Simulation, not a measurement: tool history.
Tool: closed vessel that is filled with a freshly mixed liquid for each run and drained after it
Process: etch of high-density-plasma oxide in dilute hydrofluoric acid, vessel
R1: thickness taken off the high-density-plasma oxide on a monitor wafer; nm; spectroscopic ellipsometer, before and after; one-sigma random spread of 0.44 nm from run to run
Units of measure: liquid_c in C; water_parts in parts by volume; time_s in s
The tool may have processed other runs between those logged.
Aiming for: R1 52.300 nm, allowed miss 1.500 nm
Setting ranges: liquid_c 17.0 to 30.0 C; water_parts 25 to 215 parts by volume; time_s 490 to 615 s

Run 1, hour 0.0: liquid_c 22.0 C, water_parts 120 parts by volume, time_s 615 s. Result: R1 27.285 nm.
Run 2, hour 7.0: liquid_c 22.0 C, water_parts 140 parts by volume, time_s 615 s. Result: R1 23.066 nm.
Run 3, hour 12.9: liquid_c 22.0 C, water_parts 140 parts by volume, time_s 615 s. Result: R1 22.516 nm.
Run 4, hour 19.8: liquid_c 22.0 C, water_parts 140 parts by volume, time_s 490 s. Result: R1 18.298 nm.
Run 5, hour 24.6: liquid_c 23.0 C, water_parts 130 parts by volume, time_s 490 s. Result: R1 20.838 nm.
Run 6, hour 32.4: liquid_c 23.0 C, water_parts 130 parts by volume, time_s 490 s. Result: R1 20.684 nm.
Run 7, hour 39.4: liquid_c 27.0 C, water_parts 80 parts by volume, time_s 500 s. Result: R1 42.952 nm.
Run 8, hour 42.0: liquid_c 27.5 C, water_parts 80 parts by volume, time_s 500 s. Result: R1 43.759 nm.
Run 9, hour 51.1: liquid_c 28.0 C, water_parts 80 parts by volume, time_s 500 s. Result: R1 44.014 nm.
Run 10, hour 53.8: liquid_c 29.0 C, water_parts 75 parts by volume, time_s 500 s. Result: R1 49.150 nm.

5 candidate next runs follow, results not yet known. Just one meets every target within its allowed miss. Identify it.
Run A, hour 56.5: liquid_c 27.5 C, water_parts 65 parts by volume, time_s 500 s. Result: R1 ?.
Run B, hour 56.5: liquid_c 26.5 C, water_parts 75 parts by volume, time_s 615 s. Result: R1 ?.
Run C, hour 56.5: liquid_c 30.0 C, water_parts 85 parts by volume, time_s 580 s. Result: R1 ?.
Run D, hour 56.5: liquid_c 25.5 C, water_parts 70 parts by volume, time_s 600 s. Result: R1 ?.
Run E, hour 56.5: liquid_c 29.5 C, water_parts 70 parts by volume, time_s 510 s. Result: R1 ?.

move      R1
   A  54.789
   B  55.371
   C  52.035
   D  55.999
   E  55.711
A: the result that was furthest off in the last run now lies on the other side of its target
B: the result that was furthest off in the last run now lies on the other side of its target
C: all results in spec
D: the result that was furthest off in the last run now lies on the other side of its target
E: the result that was furthest off in the last run now lies on the other side of its target
Correct choice: C, which meets every target
